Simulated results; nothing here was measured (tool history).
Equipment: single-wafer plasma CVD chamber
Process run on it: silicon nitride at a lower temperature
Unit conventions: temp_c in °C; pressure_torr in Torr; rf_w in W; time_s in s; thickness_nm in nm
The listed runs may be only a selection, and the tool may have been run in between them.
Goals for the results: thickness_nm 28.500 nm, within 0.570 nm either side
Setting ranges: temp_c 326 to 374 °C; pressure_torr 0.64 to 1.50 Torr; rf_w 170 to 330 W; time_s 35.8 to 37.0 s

run    day  temp_c  pressure_torr  rf_w  time_s  thickness_nm
  1  0.000     350           1.07   250    35.8        33.663
  2  0.025     344           1.07   250    35.8        33.609
  3  0.121     355           1.07   250    35.8        33.490
  4  0.479     355           1.00   245    35.8        32.379
  5  0.529     355           0.88   245    35.8        31.488
  6  0.838     355           0.88   245    35.8        31.409
  7  1.142     355           0.84   240    35.8        30.595
  8  1.458     355           0.81   240    35.8        30.275
  9  1.767     355           0.78   240    35.8        29.841
 10  1.962     355           0.65   235    35.8        27.893

Exercise: of the 4 proposed moves below, exactly one satisfies all targets within the stated allowed misses. Which move is it?
  A  2.158     363           0.73   250    36.1             ?
  B  2.158     351           0.69   245    36.5             ?
  C  2.158     351           0.70   240    37.0             ?
  D  2.158     352           0.77   215    36.4             ?

move  thickness_nm
   A        30.218
   B        29.829
   C        30.015
   D        28.434
A: the result that was furthest off in the last run now lies on the other side of its target
B: the result that was furthest off in the last run now lies on the other side of its target
C: the result that was furthest off in the last run now lies on the other side of its target
D: in spec on every target
The right move is D.
